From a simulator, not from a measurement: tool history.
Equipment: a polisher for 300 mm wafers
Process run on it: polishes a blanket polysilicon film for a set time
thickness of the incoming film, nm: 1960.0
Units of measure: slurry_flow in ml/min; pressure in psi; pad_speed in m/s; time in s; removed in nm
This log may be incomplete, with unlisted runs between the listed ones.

{"run": 1, "hour": 0.0, "slurry_flow": 145, "pressure": 2.6, "pad_speed": 0.84, "time": 36, "removed": 216.36}
{"run": 2, "hour": 3.2, "slurry_flow": 145, "pressure": 2.9, "pad_speed": 0.84, "time": 36, "removed": 242.44}
{"run": 3, "hour": 5.4, "slurry_flow": 115, "pressure": 2.9, "pad_speed": 0.84, "time": 36, "removed": 226.21}
{"run": 4, "hour": 9.6, "slurry_flow": 115, "pressure": 3.4, "pad_speed": 0.84, "time": 36, "removed": 268.03}
{"run": 5, "hour": 10.9, "slurry_flow": 115, "pressure": 3.4, "pad_speed": 0.84, "time": 36, "removed": 268.25}
{"run": 6, "hour": 18.4, "slurry_flow": 115, "pressure": 2.8, "pad_speed": 0.84, "time": 36, "removed": 220.45}
{"run": 7, "hour": 20.1, "slurry_flow": 110, "pressure": 2.3, "pad_speed": 0.82, "time": 36, "removed": 179.39}

Expected results for the next run?
{"run": 8, "hour": 29.0, "slurry_flow": 105, "pressure": 1.6, "pad_speed": 0.8, "time": 36, "removed": "?"}

Run 8 came out at removed 120.47 nm.
